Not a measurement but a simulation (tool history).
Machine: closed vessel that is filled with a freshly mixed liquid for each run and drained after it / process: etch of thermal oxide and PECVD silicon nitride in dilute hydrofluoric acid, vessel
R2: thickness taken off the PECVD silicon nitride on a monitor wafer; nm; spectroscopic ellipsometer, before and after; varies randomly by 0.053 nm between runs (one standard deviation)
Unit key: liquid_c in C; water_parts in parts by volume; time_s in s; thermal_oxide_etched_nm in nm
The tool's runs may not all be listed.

Run 1, hour 0.0: liquid_c 23.0 C, water_parts 125 parts by volume, time_s 415 s. Result: thermal_oxide_etched_nm 15.1800 nm, R2 5.2437 nm.
Run 2, hour 3.7: liquid_c 23.0 C, water_parts 155 parts by volume, time_s 415 s. Result: thermal_oxide_etched_nm 11.8210 nm, R2 4.2459 nm.
Run 3, hour 12.6: liquid_c 23.0 C, water_parts 180 parts by volume, time_s 415 s. Result: thermal_oxide_etched_nm 9.8949 nm, R2 3.6952 nm.
Run 4, hour 18.3: liquid_c 20.5 C, water_parts 180 parts by volume, time_s 415 s. Result: thermal_oxide_etched_nm 9.0732 nm, R2 3.1270 nm.
Run 5, hour 19.4: liquid_c 20.5 C, water_parts 150 parts by volume, time_s 415 s. Result: thermal_oxide_etched_nm 11.2280 nm, R2 3.7594 nm.
Run 6, hour 26.9: liquid_c 20.5 C, water_parts 135 parts by volume, time_s 405 s. Result: thermal_oxide_etched_nm 12.3140 nm, R2 4.0866 nm.
Run 7, hour 31.0: liquid_c 20.5 C, water_parts 125 parts by volume, time_s 400 s. Result: thermal_oxide_etched_nm 13.2280 nm, R2 4.3011 nm.

Run 8 has not been measured yet. What should we expect?
Run 8, hour 37.0: liquid_c 20.5 C, water_parts 115 parts by volume, time_s 395 s. Result: thermal_oxide_etched_nm ?, R2 ?.

{"run 8": {"thermal_oxide_etched_nm": 14.414, "R2": 4.6295}}
